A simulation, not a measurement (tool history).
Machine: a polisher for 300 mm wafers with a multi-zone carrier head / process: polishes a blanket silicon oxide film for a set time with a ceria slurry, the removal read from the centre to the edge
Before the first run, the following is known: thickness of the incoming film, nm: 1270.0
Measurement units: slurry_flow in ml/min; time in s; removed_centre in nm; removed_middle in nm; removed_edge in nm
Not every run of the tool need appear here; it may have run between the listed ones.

Run 1, hour 0: slurry_flow 240 ml/min, centre_zone 1, middle_zone 1, edge_zone 1, time 76 s. Result: removed_centre 412.71 nm, removed_middle 407.23 nm, removed_edge 415.77 nm.
Run 2, hour 3: slurry_flow 250 ml/min, centre_zone 1, middle_zone 1.02, edge_zone 1.04, time 77 s. Result: removed_centre 416.28 nm, removed_middle 416.41 nm, removed_edge 435.28 nm.
Run 3, hour 11.3: slurry_flow 260 ml/min, centre_zone 1.01, middle_zone 1.05, edge_zone 1.06, time 78 s. Result: removed_centre 430.94 nm, removed_middle 442.49 nm, removed_edge 443.86 nm.
Run 4, hour 16.4: slurry_flow 260 ml/min, centre_zone 1.07, middle_zone 1.05, edge_zone 1.06, time 78 s. Result: removed_centre 447.53 nm, removed_middle 441.64 nm, removed_edge 446.8 nm.
Run 5, hour 18.1: slurry_flow 235 ml/min, centre_zone 1.07, middle_zone 1.05, edge_zone 1.06, time 78 s. Result: removed_centre 445.32 nm, removed_middle 438.75 nm, removed_edge 440.78 nm.
Run 6, hour 24.3: slurry_flow 245 ml/min, centre_zone 1.06, middle_zone 1.06, edge_zone 1.09, time 79 s. Result: removed_centre 449.95 nm, removed_middle 443.1 nm, removed_edge 450.88 nm.
Run 7, hour 26.9: slurry_flow 260 ml/min, centre_zone 1.05, middle_zone 1.07, edge_zone 1.11, time 80 s. Result: removed_centre 453.54 nm, removed_middle 459.92 nm, removed_edge 471.91 nm.
Run 8, hour 31.6: slurry_flow 270 ml/min, centre_zone 1.05, middle_zone 1.08, edge_zone 1.12, time 80 s. Result: removed_centre 464.2 nm, removed_middle 463.64 nm, removed_edge 464.11 nm.

Predict the results of run 9:
Run 9, hour 39.1: slurry_flow 260 ml/min, centre_zone 1.03, middle_zone 1.08, edge_zone 1.13, time 81 s. Result: removed_centre ?, removed_middle ?, removed_edge ?.

Run 9 gave removed_centre 459.93 nm, removed_middle 464.31 nm, removed_edge 479.06 nm.
